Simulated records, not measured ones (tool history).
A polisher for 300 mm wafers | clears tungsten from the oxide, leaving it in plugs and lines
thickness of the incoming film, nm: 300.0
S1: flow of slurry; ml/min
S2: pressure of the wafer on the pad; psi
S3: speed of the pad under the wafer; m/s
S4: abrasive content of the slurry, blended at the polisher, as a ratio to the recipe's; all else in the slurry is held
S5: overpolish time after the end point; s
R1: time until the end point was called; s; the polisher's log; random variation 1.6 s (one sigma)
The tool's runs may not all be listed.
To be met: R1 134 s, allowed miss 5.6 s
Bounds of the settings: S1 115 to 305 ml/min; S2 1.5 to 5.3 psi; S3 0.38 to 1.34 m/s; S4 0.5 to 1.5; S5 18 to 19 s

Run 1, day 0: S1 195 ml/min, S2 3.4 psi, S3 0.86 m/s, S4 1, S5 18 s. Result: R1 108.48 s.
Run 2, day 0.033: S1 215 ml/min, S2 3.4 psi, S3 0.86 m/s, S4 1, S5 18 s. Result: R1 103.28 s.
Run 3, day 0.3: S1 215 ml/min, S2 3.4 psi, S3 0.86 m/s, S4 0.8, S5 18 s. Result: R1 109.95 s.
Run 4, day 0.567: S1 170 ml/min, S2 3.4 psi, S3 0.86 m/s, S4 0.8, S5 18 s. Result: R1 113.82 s.
Run 5, day 0.8: S1 215 ml/min, S2 3.4 psi, S3 0.86 m/s, S4 0.8, S5 18 s. Result: R1 112.65 s.
Run 6, day 1.054: S1 245 ml/min, S2 3.4 psi, S3 0.86 m/s, S4 0.8, S5 18 s. Result: R1 108.92 s.
Run 7, day 1.246: S1 245 ml/min, S2 3.3 psi, S3 0.86 m/s, S4 0.8, S5 18 s. Result: R1 113.16 s.
Run 8, day 1.562: S1 245 ml/min, S2 3.2 psi, S3 0.86 m/s, S4 0.8, S5 18 s. Result: R1 116.97 s.
Run 9, day 1.85: S1 245 ml/min, S2 3.1 psi, S3 0.86 m/s, S4 0.8, S5 18 s. Result: R1 121.47 s.
Run 10, day 1.921: S1 245 ml/min, S2 3 psi, S3 0.86 m/s, S4 0.8, S5 18 s. Result: R1 125.14 s.

4 next moves are on the table. One of them brings every result within its allowed miss. Which?
Run A, day 1.992: S1 255 ml/min, S2 2.7 psi, S3 0.86 m/s, S4 0.85, S5 19 s. Result: R1 ?.
Run B, day 1.992: S1 270 ml/min, S2 3.3 psi, S3 0.84 m/s, S4 0.6, S5 18 s. Result: R1 ?.
Run C, day 1.992: S1 235 ml/min, S2 2.5 psi, S3 0.88 m/s, S4 0.8, S5 18 s. Result: R1 ?.
Run D, day 1.992: S1 175 ml/min, S2 3.1 psi, S3 0.72 m/s, S4 0.8, S5 18 s. Result: R1 ?.

move      R1
   A  134.84
   B  121.23
   C  144.82
   D   147.1
A: meets every target
B: further off than the last run
C: takes the result that was furthest off past its target
D: takes the result that was furthest off past its target
Answer: A
